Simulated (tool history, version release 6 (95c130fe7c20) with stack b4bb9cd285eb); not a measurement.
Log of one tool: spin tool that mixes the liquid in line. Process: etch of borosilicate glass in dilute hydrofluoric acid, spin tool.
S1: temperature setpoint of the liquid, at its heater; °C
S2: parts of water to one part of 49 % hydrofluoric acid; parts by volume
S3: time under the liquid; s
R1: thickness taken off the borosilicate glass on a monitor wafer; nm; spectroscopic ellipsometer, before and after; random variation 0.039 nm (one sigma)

{"run": 1, "hour": 0.0, "S1": 25, "S2": 70, "S3": 15, "R1": 6.4392}
{"run": 2, "hour": 1.3, "S1": 26, "S2": 65, "S3": 15, "R1": 7.2896}
{"run": 3, "hour": 5.5, "S1": 23, "S2": 65, "S3": 15, "R1": 6.4094}
{"run": 4, "hour": 12.1, "S1": 23, "S2": 45, "S3": 15, "R1": 9.4904}
{"run": 5, "hour": 14.4, "S1": 23, "S2": 45, "S3": 15, "R1": 9.5528}
{"run": 6, "hour": 21.5, "S1": 23, "S2": 60, "S3": 15, "R1": 6.9881}
{"run": 7, "hour": 28.7, "S1": 24.5, "S2": 60, "S3": 15, "R1": 7.4508}
{"run": 8, "hour": 37.2, "S1": 26, "S2": 60, "S3": 15, "R1": 7.8877}
{"run": 9, "hour": 41.4, "S1": 27, "S2": 60, "S3": 15, "R1": 8.2549}

Forecast run 10:
{"run": 10, "hour": 48.3, "S1": 28, "S2": 60, "S3": 15, "R1": "?"}

Run 10 gave R1 8.5863 nm.
